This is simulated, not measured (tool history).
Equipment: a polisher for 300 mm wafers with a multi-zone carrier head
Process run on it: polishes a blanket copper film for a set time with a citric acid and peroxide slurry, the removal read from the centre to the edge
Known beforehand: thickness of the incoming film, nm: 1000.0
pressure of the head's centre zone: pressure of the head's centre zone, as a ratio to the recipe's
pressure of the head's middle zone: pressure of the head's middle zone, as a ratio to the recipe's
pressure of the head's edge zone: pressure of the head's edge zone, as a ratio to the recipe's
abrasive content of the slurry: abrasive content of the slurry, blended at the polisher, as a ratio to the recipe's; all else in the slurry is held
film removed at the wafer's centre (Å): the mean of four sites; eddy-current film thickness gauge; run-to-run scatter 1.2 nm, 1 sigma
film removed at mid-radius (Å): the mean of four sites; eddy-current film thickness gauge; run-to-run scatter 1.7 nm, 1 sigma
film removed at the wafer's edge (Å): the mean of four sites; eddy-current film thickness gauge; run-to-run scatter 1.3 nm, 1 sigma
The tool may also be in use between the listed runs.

| run | hour | flow of slurry (ml/min) | pressure of the head's centre zone | pressure of the head's middle zone | pressure of the head's edge zone | abrasive content of the slurry | polishing time (s) | film removed at the wafer's centre (Å) | film removed at mid-radius (Å) | film removed at the wafer's edge (Å) |
|---|---|---|---|---|---|---|---|---|---|---|
| 1 | 0.0 | 235 | 1.00 | 1.00 | 1.00 | 1.00 | 89 | 1448.2 | 1442.6 | 1455.4 |
| 2 | 2.3 | 240 | 1.01 | 1.01 | 1.02 | 1.05 | 90 | 1487.5 | 1477.1 | 1516.5 |
| 3 | 10.2 | 240 | 1.01 | 1.07 | 1.02 | 1.05 | 90 | 1503.3 | 1570.5 | 1496.5 |
| 4 | 14.4 | 245 | 1.02 | 1.08 | 1.04 | 1.10 | 90 | 1528.1 | 1567.5 | 1539.2 |
| 5 | 22.2 | 245 | 1.02 | 1.08 | 0.99 | 1.10 | 90 | 1520.1 | 1597.9 | 1493.7 |
| 6 | 28.0 | 245 | 1.02 | 1.08 | 0.99 | 1.10 | 77 | 1300.0 | 1350.1 | 1284.9 |
| 7 | 31.1 | 250 | 1.03 | 1.09 | 1.00 | 1.15 | 79 | 1383.3 | 1414.1 | 1342.7 |

The next listed run, before its measurement:
| 8 | 39.7 | 255 | 1.03 | 1.10 | 1.01 | 1.20 | 81 | ? | ? | ? |

For run 8 the tool returned film removed at the wafer's centre (Å) 1414.2, film removed at mid-radius (Å) 1486.9, film removed at the wafer's edge (Å) 1395.5.

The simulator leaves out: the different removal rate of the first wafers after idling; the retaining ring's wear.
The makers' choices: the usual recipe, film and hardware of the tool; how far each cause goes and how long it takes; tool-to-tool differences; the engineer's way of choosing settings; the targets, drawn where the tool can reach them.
